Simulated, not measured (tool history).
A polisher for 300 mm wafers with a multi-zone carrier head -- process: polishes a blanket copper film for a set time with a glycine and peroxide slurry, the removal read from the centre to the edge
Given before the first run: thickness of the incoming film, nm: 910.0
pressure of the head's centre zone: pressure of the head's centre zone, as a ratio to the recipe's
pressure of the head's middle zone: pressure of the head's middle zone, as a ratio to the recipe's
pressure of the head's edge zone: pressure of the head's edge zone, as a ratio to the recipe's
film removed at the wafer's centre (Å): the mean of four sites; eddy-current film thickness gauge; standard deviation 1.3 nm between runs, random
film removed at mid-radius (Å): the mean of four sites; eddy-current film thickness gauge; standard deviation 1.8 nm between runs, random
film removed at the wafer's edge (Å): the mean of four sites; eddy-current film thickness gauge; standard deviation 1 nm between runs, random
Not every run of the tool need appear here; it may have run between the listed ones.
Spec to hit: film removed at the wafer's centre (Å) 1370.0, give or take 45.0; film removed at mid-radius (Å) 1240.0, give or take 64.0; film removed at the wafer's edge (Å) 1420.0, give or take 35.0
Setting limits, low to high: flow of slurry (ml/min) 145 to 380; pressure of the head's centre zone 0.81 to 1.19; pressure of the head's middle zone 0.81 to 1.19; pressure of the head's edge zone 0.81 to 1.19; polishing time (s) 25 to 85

run	day	flow of slurry (ml/min)	pressure of the head's centre zone	pressure of the head's middle zone	pressure of the head's edge zone	polishing time (s)	film removed at the wafer's centre (Å)	film removed at mid-radius (Å)	film removed at the wafer's edge (Å)
1	0.000	245	1.00	1.00	1.00	55	2624.5	2640.8	2564.4
2	0.246	195	1.00	1.00	1.00	55	2565.1	2500.9	2556.3
3	0.454	195	1.00	1.00	1.04	55	2528.3	2576.8	2562.1
4	0.646	195	1.00	1.00	1.04	49	2279.2	2295.8	2258.7
5	0.925	195	1.00	0.96	1.04	49	2250.8	2221.0	2292.8
6	1.292	190	1.00	0.94	1.03	45	2066.2	1967.0	2081.5
7	1.508	190	0.99	0.93	1.02	42	1911.3	1795.7	1962.3
8	1.775	185	0.94	0.87	0.92	27	1162.4	1107.2	1202.4
9	2.046	195	0.95	0.87	0.94	27	1190.3	1102.7	1206.2
10	2.329	195	0.96	0.88	0.97	27	1216.2	1129.4	1221.4
11	2.388	190	0.96	0.88	1.00	27	1205.8	1104.0	1213.2
12	2.700	185	0.96	0.88	1.00	28	1228.9	1166.1	1262.2
13	2.954	180	0.97	0.87	1.01	28	1227.2	1140.5	1269.5
14	3.208	180	0.98	0.87	1.02	28	1267.2	1152.0	1284.3
15	3.558	175	0.98	0.87	1.03	28	1240.1	1140.7	1293.1
16	3.608	175	0.99	0.87	1.04	28	1256.2	1128.1	1289.3
17	3.712	175	0.99	0.87	1.05	28	1260.7	1136.0	1287.0
18	3.896	170	0.99	0.87	1.06	28	1252.6	1134.0	1275.2
19	4.088	175	0.99	0.87	1.07	29	1284.1	1184.8	1361.4
20	4.117	180	0.99	0.87	1.07	29	1325.4	1218.1	1368.6
21	4.196	185	0.99	0.87	1.07	29	1327.6	1178.3	1378.1
22	4.408	190	0.99	0.88	1.07	29	1346.6	1230.8	1339.4
23	4.662	185	0.99	0.88	1.08	29	1321.7	1197.8	1360.4

Which one of the following 5 next-run settings gets every result inside its allowed miss? There is exactly one.
A	4.917	165	0.97	0.84	1.00	32	?	?	?
B	4.917	155	1.02	0.81	1.03	33	?	?	?
C	4.917	195	1.08	0.86	1.06	30	?	?	?
D	4.917	215	1.13	0.81	1.10	27	?	?	?
E	4.917	160	0.98	1.03	1.05	31	?	?	?

move	film removed at the wafer's centre (Å)	film removed at mid-radius (Å)	film removed at the wafer's edge (Å)
A	1373.4	1231.6	1429.2
B	1466.7	1216.7	1479.7
C	1487.0	1213.7	1407.9
D	1425.1	1057.4	1305.3
E	1336.1	1399.7	1405.5
A: every result within its allowed miss
B: carries the result that was furthest off beyond its target, to the other side
C: brings the result that was furthest off to its target, and leaves another outside
D: the biggest miss grows against the last run
E: brings the result that was furthest off to its target, and leaves another outside
Move A is the one to make.
